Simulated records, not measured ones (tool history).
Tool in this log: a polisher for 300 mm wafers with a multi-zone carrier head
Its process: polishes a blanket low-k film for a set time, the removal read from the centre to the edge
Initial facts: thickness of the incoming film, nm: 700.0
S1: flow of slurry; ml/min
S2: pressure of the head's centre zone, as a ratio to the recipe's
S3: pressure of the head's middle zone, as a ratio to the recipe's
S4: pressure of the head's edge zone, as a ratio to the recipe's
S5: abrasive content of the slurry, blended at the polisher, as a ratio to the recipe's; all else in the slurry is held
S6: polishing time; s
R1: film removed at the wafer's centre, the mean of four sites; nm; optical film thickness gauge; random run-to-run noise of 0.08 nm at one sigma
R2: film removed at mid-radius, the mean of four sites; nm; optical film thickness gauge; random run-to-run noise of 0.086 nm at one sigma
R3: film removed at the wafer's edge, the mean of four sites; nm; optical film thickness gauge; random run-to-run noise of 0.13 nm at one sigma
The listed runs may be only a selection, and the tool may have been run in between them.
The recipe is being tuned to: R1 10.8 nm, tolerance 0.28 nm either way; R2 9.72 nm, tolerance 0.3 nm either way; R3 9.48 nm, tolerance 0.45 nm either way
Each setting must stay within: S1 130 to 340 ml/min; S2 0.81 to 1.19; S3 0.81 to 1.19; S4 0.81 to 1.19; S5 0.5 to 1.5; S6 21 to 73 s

run    day   S1    S2    S3    S4    S5  S6      R1      R2      R3
  1      0  220     1     1     1     1  47   19.05  18.467  18.563
  2  0.142  220     1  0.98  0.95  0.85  42  15.803  15.509  15.424
  3  0.429  220     1  0.98  0.95     1  42  16.736  16.361   15.74
  4  0.567  225  1.02  0.95  0.91  0.85  38  14.741  13.529  13.943
  5  0.717  225  1.05  0.97  0.88  0.75  35  13.389  12.332  11.936
  6  1.008  225  0.98  0.97  0.88  0.75  35  12.651  12.251  11.739
  7  1.267  230  0.99  0.96  0.86  0.65  34  11.651  11.412  11.099
  8  1.638  215  1.02  0.96  0.84   0.6  33  11.401  10.618  10.335
  9  1.783  200  1.02  0.96  0.83   0.6  33  11.214  10.425  9.8302
 10  1.829  190  1.02  0.95  0.83   0.6  33  11.205  10.438  9.8673
 11  2.042  180  1.02  0.93  0.83   0.6  33  11.058  10.204  9.7901

4 next moves are on the table. One of them brings every result within its allowed miss. Which?
  A  2.254  170  0.98  0.95  0.81   0.6  34   ?   ?   ?
  B  2.254  190  1.02  0.94  0.86  0.55  35   ?   ?   ?
  C  2.254  185  1.07  0.87  0.84  0.55  34   ?   ?   ?
  D  2.254  180  1.07  0.94  0.87  0.55  32   ?   ?   ?

move      R1      R2      R3
   A  10.961  10.544   10.12
   B  11.531  10.646  10.523
   C  11.581  9.7752  10.094
   D  10.853  9.6525  9.6141
A: further off than the last run
B: further off than the last run
C: gets the furthest-off result to its target, but another result is out of tolerance
D: in spec on every target
Move D is the one to make.
